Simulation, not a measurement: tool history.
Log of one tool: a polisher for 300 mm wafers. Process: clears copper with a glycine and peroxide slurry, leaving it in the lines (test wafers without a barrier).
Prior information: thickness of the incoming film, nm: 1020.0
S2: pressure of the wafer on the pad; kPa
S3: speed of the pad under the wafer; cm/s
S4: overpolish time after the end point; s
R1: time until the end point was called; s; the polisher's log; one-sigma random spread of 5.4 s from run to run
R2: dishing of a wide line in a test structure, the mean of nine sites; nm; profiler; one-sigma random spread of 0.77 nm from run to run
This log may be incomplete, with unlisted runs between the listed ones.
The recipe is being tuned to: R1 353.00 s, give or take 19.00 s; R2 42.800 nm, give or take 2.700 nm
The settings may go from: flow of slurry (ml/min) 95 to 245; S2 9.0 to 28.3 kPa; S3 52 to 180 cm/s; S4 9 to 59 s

{"run": 1, "hour": 0.0, "flow of slurry (ml/min)": 155, "S2": 18.6, "S3": 116, "S4": 30, "R1": 179.52, "R2": 42.516}
{"run": 2, "hour": 2.5, "flow of slurry (ml/min)": 155, "S2": 18.6, "S3": 116, "S4": 26, "R1": 176.96, "R2": 42.272}
{"run": 3, "hour": 10.8, "flow of slurry (ml/min)": 155, "S2": 17.2, "S3": 110, "S4": 30, "R1": 197.13, "R2": 41.451}
{"run": 4, "hour": 14.7, "flow of slurry (ml/min)": 150, "S2": 16.5, "S3": 102, "S4": 34, "R1": 215.7, "R2": 43.351}
{"run": 5, "hour": 17.1, "flow of slurry (ml/min)": 150, "S2": 16.5, "S3": 102, "S4": 45, "R1": 213.97, "R2": 43.996}
{"run": 6, "hour": 20.4, "flow of slurry (ml/min)": 150, "S2": 16.5, "S3": 102, "S4": 56, "R1": 219.75, "R2": 44.021}
{"run": 7, "hour": 21.1, "flow of slurry (ml/min)": 150, "S2": 15.9, "S3": 98, "S4": 56, "R1": 233.02, "R2": 43.443}
{"run": 8, "hour": 28.5, "flow of slurry (ml/min)": 145, "S2": 15.2, "S3": 94, "S4": 56, "R1": 252.11, "R2": 45.304}
{"hour": 33.2, "done": "slurry nozzle cleaned"}
{"run": 9, "hour": 33.2, "flow of slurry (ml/min)": 155, "S2": 14.5, "S3": 92, "S4": 54, "R1": 251.6, "R2": 43.95}
{"run": 10, "hour": 42.1, "flow of slurry (ml/min)": 155, "S2": 13.8, "S3": 90, "S4": 53, "R1": 264.03, "R2": 43.938}
{"run": 11, "hour": 51.2, "flow of slurry (ml/min)": 150, "S2": 9.0, "S3": 78, "S4": 54, "R1": 391.07, "R2": 40.814}
{"run": 12, "hour": 60.2, "flow of slurry (ml/min)": 150, "S2": 9.0, "S3": 78, "S4": 54, "R1": 396.74, "R2": 41.926}
{"run": 13, "hour": 65.5, "flow of slurry (ml/min)": 155, "S2": 9.0, "S3": 78, "S4": 54, "R1": 391.69, "R2": 40.293}

Below are 5 possible settings for the next run. Only one of them brings all results inside the allowed miss of their targets. Which is it?
{"run": "A", "hour": 70.8, "flow of slurry (ml/min)": 125, "S2": 9.7, "S3": 104, "S4": 57, "R1": "?", "R2": "?"}
{"run": "B", "hour": 70.8, "flow of slurry (ml/min)": 140, "S2": 10.3, "S3": 84, "S4": 57, "R1": "?", "R2": "?"}
{"run": "C", "hour": 70.8, "flow of slurry (ml/min)": 245, "S2": 9.7, "S3": 94, "S4": 37, "R1": "?", "R2": "?"}
{"run": "D", "hour": 70.8, "flow of slurry (ml/min)": 100, "S2": 11.7, "S3": 98, "S4": 58, "R1": "?", "R2": "?"}
{"run": "E", "hour": 70.8, "flow of slurry (ml/min)": 215, "S2": 9.0, "S3": 76, "S4": 28, "R1": "?", "R2": "?"}

move=A R1=324.63 R2=41.739
move=B R1=351.10 R2=42.804
move=C R1=314.43 R2=38.992
move=D R1=309.90 R2=42.830
move=E R1=385.47 R2=33.046
A: moves the result that the last run missed by most past its target, out the other side
B: all results land within tolerance of their targets
C: moves the result that the last run missed by most past its target, out the other side
D: moves the result that the last run missed by most past its target, out the other side
E: lands further from the targets than the last run did
Move B is the one to make.

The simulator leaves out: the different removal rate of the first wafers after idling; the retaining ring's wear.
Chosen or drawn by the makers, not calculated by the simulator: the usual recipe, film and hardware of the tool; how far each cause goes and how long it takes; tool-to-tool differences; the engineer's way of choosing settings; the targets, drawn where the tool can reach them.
